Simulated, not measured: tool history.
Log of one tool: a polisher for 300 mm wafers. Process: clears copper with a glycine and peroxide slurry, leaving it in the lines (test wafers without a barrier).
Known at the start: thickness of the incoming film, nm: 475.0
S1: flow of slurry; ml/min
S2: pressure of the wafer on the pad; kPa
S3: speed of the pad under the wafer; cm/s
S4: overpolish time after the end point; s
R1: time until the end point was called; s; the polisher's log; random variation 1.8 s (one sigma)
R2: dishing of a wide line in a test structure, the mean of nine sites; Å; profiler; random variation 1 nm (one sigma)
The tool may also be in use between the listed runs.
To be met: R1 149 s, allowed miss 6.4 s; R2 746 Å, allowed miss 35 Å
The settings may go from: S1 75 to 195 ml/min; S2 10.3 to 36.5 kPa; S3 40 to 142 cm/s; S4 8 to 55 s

run	hour	S1	S2	S3	S4	R1	R2
1	0	125	23.4	90	28	105.71	802.12
2	5	120	21.4	90	30	112.05	782.66
3	9.9	115	20	88	32	122.69	763.22
4	18.8	110	19.3	88	33	124.69	771.06
5	26.2	110	18.6	88	34	128.44	762.24
6	32.7	105	17.9	88	35	135.45	752.26
7	34.4	100	17.9	88	36	136.64	754.29
8	35.6	95	17.9	88	37	138.09	778.46

5 next moves are on the table. One of them brings every result within its allowed miss. Which?
A	36.8	90	17.9	92	34	?	?
B	36.8	95	21.4	70	37	?	?
C	36.8	85	19.3	70	38	?	?
D	36.8	95	18.6	98	33	?	?
E	36.8	125	12.4	116	48	?	?

move	R1	R2
A	133.31	725.91
B	134.63	782.84
C	148.33	739.44
D	123.47	750.55
E	145.76	807.84
A: further off than the last run
B: further off than the last run
C: meets every target
D: further off than the last run
E: brings the result that was furthest off to its target, and leaves another outside
Answer: C
